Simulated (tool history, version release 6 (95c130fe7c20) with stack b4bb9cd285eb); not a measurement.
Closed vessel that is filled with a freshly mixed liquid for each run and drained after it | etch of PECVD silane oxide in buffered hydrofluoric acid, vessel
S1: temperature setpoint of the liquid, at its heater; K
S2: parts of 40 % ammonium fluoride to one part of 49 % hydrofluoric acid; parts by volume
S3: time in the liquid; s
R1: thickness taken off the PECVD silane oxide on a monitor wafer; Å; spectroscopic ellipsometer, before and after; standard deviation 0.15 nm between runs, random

| run | hour | S1 | S2 | S3 | R1 |
|---|---|---|---|---|---|
| 1 | 0 | 295.15 | 18.5 | 100 | 683.78 |
| 2 | 4.3 | 292.65 | 18.5 | 100 | 596.59 |
| 3 | 7 | 292.15 | 19 | 100 | 568.23 |
| 4 | 11.4 | 291.65 | 19.5 | 100 | 541.2 |
| 5 | 14.5 | 291.65 | 15.5 | 100 | 668.14 |
| 6 | 16 | 293.65 | 15.5 | 100 | 746.25 |
| 7 | 17.5 | 293.15 | 16.5 | 100 | 687.76 |
| 8 | 23.7 | 293.15 | 16.5 | 100 | 679.07 |
| 9 | 31.7 | 292.65 | 17.5 | 100 | 629.09 |
|  | 38.1 | hydrofluoric acid flow meter replaced |
| 10 | 38.1 | 292.15 | 18 | 100 | 639.12 |
| 11 | 45.4 | 291.65 | 19 | 100 | 588.77 |
| 12 | 52.8 | 291.65 | 20 | 100 | 561.77 |

Run 13 has not been measured yet. What should we expect?
| 13 | 56.4 | 291.65 | 21 | 100 | ? |

R1: 539.27 Å
